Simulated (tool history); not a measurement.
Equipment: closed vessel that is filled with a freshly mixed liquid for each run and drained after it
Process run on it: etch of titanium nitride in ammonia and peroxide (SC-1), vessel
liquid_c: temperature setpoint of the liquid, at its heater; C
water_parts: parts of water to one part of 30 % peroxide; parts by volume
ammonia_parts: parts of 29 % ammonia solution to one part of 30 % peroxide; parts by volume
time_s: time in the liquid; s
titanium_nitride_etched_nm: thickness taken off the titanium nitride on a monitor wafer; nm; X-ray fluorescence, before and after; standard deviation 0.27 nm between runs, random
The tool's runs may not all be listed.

run  hour  liquid_c  water_parts  ammonia_parts  time_s  titanium_nitride_etched_nm
  1     0        59         23.5           0.65     220                      29.143
  2     4      59.5         23.5           0.65     220                      30.228
  3   6.8        60         23.5           0.65     220                      31.007
  4   9.3        60         23.5           0.75     220                      32.589
  5  12.8        60         23.5           0.75     220                      31.968
  6  17.2        60         23.5           0.85     220                      33.028

What will run 7 give?
     23.9  -- thermometer replaced
  7  23.9      60.5         23.5           0.85     220                           ?

Run 7 gave titanium_nitride_etched_nm 30.17 nm.
